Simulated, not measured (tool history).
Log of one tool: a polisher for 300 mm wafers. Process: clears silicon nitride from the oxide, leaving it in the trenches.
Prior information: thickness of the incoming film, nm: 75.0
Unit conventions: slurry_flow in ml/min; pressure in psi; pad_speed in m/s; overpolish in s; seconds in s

run	hour	slurry_flow	pressure	pad_speed	overpolish	seconds
1	0	195	2.3	0.86	38	120.97
2	3.3	195	2.4	0.86	38	115.66
3	4	195	2.5	0.86	38	110
4	4.9	195	2.5	0.86	38	110.72
5	12.3	195	2.6	0.86	38	105.01
6	18.1	170	2.6	0.86	38	110.05
7	20.7	175	2.6	0.86	38	109.26
8	29.1	180	2.6	0.86	38	107.85
# hour 33.1: head pressure recalibrated
9	33.1	185	2.6	0.86	38	123.47

What will run 10 give?
10	38.2	185	2.5	0.88	38	?

Logged for run 10: seconds 123.78 s.
